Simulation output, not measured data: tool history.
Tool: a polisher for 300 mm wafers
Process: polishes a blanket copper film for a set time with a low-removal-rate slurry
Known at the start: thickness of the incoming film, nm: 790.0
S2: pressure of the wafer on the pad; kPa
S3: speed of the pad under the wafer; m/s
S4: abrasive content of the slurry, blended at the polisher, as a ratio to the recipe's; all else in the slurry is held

Run 1, day 0.000: flow of slurry (ml/min) 200, S2 15.9 kPa, S3 0.84 m/s, S4 1.0, polishing time (s) 34. Result: film removed (nm) 63.088.
Run 2, day 0.125: flow of slurry (ml/min) 200, S2 17.2 kPa, S3 0.84 m/s, S4 1.0, polishing time (s) 34. Result: film removed (nm) 70.448.
Run 3, day 0.354: flow of slurry (ml/min) 200, S2 17.9 kPa, S3 0.84 m/s, S4 1.0, polishing time (s) 34. Result: film removed (nm) 71.615.
Run 4, day 0.550: flow of slurry (ml/min) 200, S2 18.6 kPa, S3 0.84 m/s, S4 1.0, polishing time (s) 34. Result: film removed (nm) 75.344.
Run 5, day 0.879: flow of slurry (ml/min) 200, S2 18.6 kPa, S3 0.84 m/s, S4 0.9, polishing time (s) 34. Result: film removed (nm) 72.596.
Run 6, day 1.058: flow of slurry (ml/min) 200, S2 19.3 kPa, S3 0.84 m/s, S4 0.9, polishing time (s) 34. Result: film removed (nm) 75.014.
Run 7, day 1.088: flow of slurry (ml/min) 200, S2 20.0 kPa, S3 0.84 m/s, S4 0.9, polishing time (s) 34. Result: film removed (nm) 78.707.
Run 8, day 1.342: flow of slurry (ml/min) 200, S2 20.7 kPa, S3 0.84 m/s, S4 0.9, polishing time (s) 34. Result: film removed (nm) 81.537.
Run 9, day 1.450: flow of slurry (ml/min) 200, S2 21.4 kPa, S3 0.84 m/s, S4 0.9, polishing time (s) 34. Result: film removed (nm) 82.497.
Run 10, day 1.662: flow of slurry (ml/min) 200, S2 22.1 kPa, S3 0.84 m/s, S4 0.9, polishing time (s) 34. Result: film removed (nm) 83.818.

Run 11 comes next. What will it give?
Run 11, day 1.800: flow of slurry (ml/min) 200, S2 22.1 kPa, S3 0.84 m/s, S4 0.9, polishing time (s) 34. Result: film removed (nm) ?.

film removed (nm): 85.613

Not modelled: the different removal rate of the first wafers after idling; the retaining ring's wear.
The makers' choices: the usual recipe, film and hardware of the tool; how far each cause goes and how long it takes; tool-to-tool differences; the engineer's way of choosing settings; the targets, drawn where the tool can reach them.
